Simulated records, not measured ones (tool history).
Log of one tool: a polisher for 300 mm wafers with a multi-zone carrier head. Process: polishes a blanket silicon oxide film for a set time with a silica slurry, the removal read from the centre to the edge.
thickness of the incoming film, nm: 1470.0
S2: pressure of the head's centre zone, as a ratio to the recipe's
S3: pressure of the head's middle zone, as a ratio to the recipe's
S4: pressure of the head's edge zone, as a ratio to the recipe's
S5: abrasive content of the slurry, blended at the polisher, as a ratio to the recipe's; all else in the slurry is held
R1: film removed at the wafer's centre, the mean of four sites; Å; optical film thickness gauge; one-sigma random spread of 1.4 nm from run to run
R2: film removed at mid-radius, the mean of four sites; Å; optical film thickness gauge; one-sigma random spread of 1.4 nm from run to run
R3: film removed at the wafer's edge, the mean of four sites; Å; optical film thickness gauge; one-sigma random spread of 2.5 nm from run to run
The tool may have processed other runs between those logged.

Run 1, hour 0.0: flow of slurry (ml/min) 140, S2 1.00, S3 1.00, S4 1.00, S5 1.00, polishing time (s) 70. Result: R1 2549.2 Å, R2 2555.2 Å, R3 2543.1 Å.
Run 2, hour 3.0: flow of slurry (ml/min) 130, S2 1.00, S3 0.96, S4 0.99, S5 0.85, polishing time (s) 68. Result: R1 2329.0 Å, R2 2256.5 Å, R3 2328.9 Å.
Run 3, hour 11.9: flow of slurry (ml/min) 130, S2 1.00, S3 0.96, S4 0.99, S5 0.65, polishing time (s) 68. Result: R1 2046.9 Å, R2 1976.4 Å, R3 2070.9 Å.
Run 4, hour 14.7: flow of slurry (ml/min) 125, S2 1.00, S3 0.93, S4 0.98, S5 0.60, polishing time (s) 66. Result: R1 1891.3 Å, R2 1801.5 Å, R3 1845.7 Å.
Run 5, hour 22.5: flow of slurry (ml/min) 125, S2 1.00, S3 0.86, S4 0.98, S5 0.60, polishing time (s) 66. Result: R1 1928.0 Å, R2 1662.0 Å, R3 1887.8 Å.
Run 6, hour 31.3: flow of slurry (ml/min) 125, S2 1.00, S3 0.86, S4 1.01, S5 0.60, polishing time (s) 66. Result: R1 1932.6 Å, R2 1640.0 Å, R3 1922.6 Å.

Expected results for the next run?
Run 7, hour 37.9: flow of slurry (ml/min) 120, S2 1.00, S3 0.85, S4 0.99, S5 0.60, polishing time (s) 66. Result: R1 ?, R2 ?, R3 ?.

{"run 7": {"R1": 1890.9, "R2": 1629.7, "R3": 1837.0}}
